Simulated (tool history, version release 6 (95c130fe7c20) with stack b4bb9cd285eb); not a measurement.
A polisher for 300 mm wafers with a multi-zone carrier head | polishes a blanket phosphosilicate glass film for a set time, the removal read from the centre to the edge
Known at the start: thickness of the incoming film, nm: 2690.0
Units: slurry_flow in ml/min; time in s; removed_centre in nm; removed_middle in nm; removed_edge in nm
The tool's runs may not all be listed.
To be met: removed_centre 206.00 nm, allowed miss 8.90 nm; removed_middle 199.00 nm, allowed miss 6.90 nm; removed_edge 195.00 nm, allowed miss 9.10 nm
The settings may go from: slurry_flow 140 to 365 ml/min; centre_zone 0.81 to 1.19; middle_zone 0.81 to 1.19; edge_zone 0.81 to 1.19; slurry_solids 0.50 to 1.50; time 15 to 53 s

Run 1, day 0.000: slurry_flow 235 ml/min, centre_zone 1.00, middle_zone 1.00, edge_zone 1.00, slurry_solids 1.00, time 34 s. Result: removed_centre 378.08 nm, removed_middle 379.28 nm, removed_edge 371.76 nm.
Run 2, day 0.192: slurry_flow 235 ml/min, centre_zone 1.00, middle_zone 1.00, edge_zone 1.06, slurry_solids 1.00, time 34 s. Result: removed_centre 376.13 nm, removed_middle 375.05 nm, removed_edge 391.17 nm.
Run 3, day 0.275: slurry_flow 235 ml/min, centre_zone 0.99, middle_zone 0.98, edge_zone 1.03, slurry_solids 0.90, time 32 s. Result: removed_centre 329.07 nm, removed_middle 325.11 nm, removed_edge 340.71 nm.
Run 4, day 0.392: slurry_flow 235 ml/min, centre_zone 0.99, middle_zone 0.98, edge_zone 0.98, slurry_solids 0.90, time 32 s. Result: removed_centre 333.07 nm, removed_middle 335.16 nm, removed_edge 327.95 nm.
Run 5, day 0.438: slurry_flow 235 ml/min, centre_zone 0.92, middle_zone 0.98, edge_zone 0.98, slurry_solids 0.90, time 32 s. Result: removed_centre 312.63 nm, removed_middle 331.18 nm, removed_edge 331.24 nm.
Run 6, day 0.642: slurry_flow 235 ml/min, centre_zone 0.92, middle_zone 0.98, edge_zone 0.90, slurry_solids 0.90, time 32 s. Result: removed_centre 312.24 nm, removed_middle 325.05 nm, removed_edge 327.97 nm.
Run 7, day 0.842: slurry_flow 235 ml/min, centre_zone 0.93, middle_zone 0.98, edge_zone 0.89, slurry_solids 0.85, time 30 s. Result: removed_centre 288.62 nm, removed_middle 303.53 nm, removed_edge 286.56 nm.
Run 8, day 1.133: slurry_flow 235 ml/min, centre_zone 0.93, middle_zone 0.96, edge_zone 0.89, slurry_solids 0.80, time 29 s. Result: removed_centre 259.84 nm, removed_middle 272.57 nm, removed_edge 262.63 nm.
Run 9, day 1.271: slurry_flow 235 ml/min, centre_zone 0.94, middle_zone 0.94, edge_zone 0.88, slurry_solids 0.75, time 29 s. Result: removed_centre 253.76 nm, removed_middle 257.16 nm, removed_edge 252.62 nm.
Run 10, day 1.496: slurry_flow 235 ml/min, centre_zone 0.94, middle_zone 0.93, edge_zone 0.87, slurry_solids 0.70, time 29 s. Result: removed_centre 240.10 nm, removed_middle 243.88 nm, removed_edge 236.75 nm.
Run 11, day 1.517: slurry_flow 225 ml/min, centre_zone 0.95, middle_zone 0.84, edge_zone 0.81, slurry_solids 0.50, time 29 s. Result: removed_centre 183.66 nm, removed_middle 167.99 nm, removed_edge 177.54 nm.
Run 12, day 1.754: slurry_flow 235 ml/min, centre_zone 0.95, middle_zone 0.85, edge_zone 0.81, slurry_solids 0.50, time 29 s. Result: removed_centre 185.72 nm, removed_middle 169.72 nm, removed_edge 178.78 nm.
Run 13, day 2.079: slurry_flow 270 ml/min, centre_zone 0.98, middle_zone 0.95, edge_zone 0.87, slurry_solids 0.60, time 29 s. Result: removed_centre 227.18 nm, removed_middle 223.30 nm, removed_edge 220.57 nm.
Run 14, day 2.125: slurry_flow 265 ml/min, centre_zone 0.98, middle_zone 0.94, edge_zone 0.86, slurry_solids 0.60, time 29 s. Result: removed_centre 222.49 nm, removed_middle 219.02 nm, removed_edge 217.81 nm.
Run 15, day 2.246: slurry_flow 225 ml/min, centre_zone 1.00, middle_zone 0.93, edge_zone 0.81, slurry_solids 0.50, time 28 s. Result: removed_centre 188.04 nm, removed_middle 176.20 nm, removed_edge 167.58 nm.
Run 16, day 2.579: slurry_flow 235 ml/min, centre_zone 1.00, middle_zone 0.93, edge_zone 0.82, slurry_solids 0.50, time 28 s. Result: removed_centre 186.04 nm, removed_middle 180.40 nm, removed_edge 167.64 nm.
Run 17, day 2.729: slurry_flow 245 ml/min, centre_zone 1.00, middle_zone 0.93, edge_zone 0.82, slurry_solids 0.50, time 28 s. Result: removed_centre 187.84 nm, removed_middle 176.82 nm, removed_edge 170.75 nm.
Run 18, day 3.042: slurry_flow 255 ml/min, centre_zone 1.00, middle_zone 0.94, edge_zone 0.83, slurry_solids 0.50, time 28 s. Result: removed_centre 187.99 nm, removed_middle 179.54 nm, removed_edge 169.99 nm.
Run 19, day 3.112: slurry_flow 260 ml/min, centre_zone 1.00, middle_zone 0.94, edge_zone 0.84, slurry_solids 0.50, time 28 s. Result: removed_centre 184.72 nm, removed_middle 179.27 nm, removed_edge 172.72 nm.
Run 20, day 3.400: slurry_flow 265 ml/min, centre_zone 1.00, middle_zone 0.94, edge_zone 0.84, slurry_solids 0.50, time 28 s. Result: removed_centre 188.00 nm, removed_middle 182.80 nm, removed_edge 174.84 nm.
Run 21, day 3.579: slurry_flow 265 ml/min, centre_zone 1.00, middle_zone 0.94, edge_zone 0.85, slurry_solids 0.50, time 28 s. Result: removed_centre 191.86 nm, removed_middle 178.94 nm, removed_edge 174.94 nm.

Which of these 4 next moves meets every target?
Run A, day 3.758: slurry_flow 265 ml/min, centre_zone 1.06, middle_zone 0.92, edge_zone 0.84, slurry_solids 0.65, time 25 s. Result: removed_centre ?, removed_middle ?, removed_edge ?.
Run B, day 3.758: slurry_flow 325 ml/min, centre_zone 0.87, middle_zone 0.84, edge_zone 0.95, slurry_solids 0.75, time 24 s. Result: removed_centre ?, removed_middle ?, removed_edge ?.
Run C, day 3.758: slurry_flow 235 ml/min, centre_zone 0.95, middle_zone 0.90, edge_zone 0.82, slurry_solids 0.50, time 32 s. Result: removed_centre ?, removed_middle ?, removed_edge ?.
Run D, day 3.758: slurry_flow 240 ml/min, centre_zone 1.02, middle_zone 0.85, edge_zone 0.89, slurry_solids 0.50, time 34 s. Result: removed_centre ?, removed_middle ?, removed_edge ?.

move  removed_centre  removed_middle  removed_edge
   A          222.55          196.74        193.46
   B          206.72          198.51        221.67
   C          204.24          194.15        192.97
   D          230.38          197.19        213.23
A: brings the result that was furthest off to its target, and leaves another outside
B: brings the result that was furthest off to its target, and leaves another outside
C: meets every target
D: brings the result that was furthest off to its target, and leaves another outside
The right move is C.
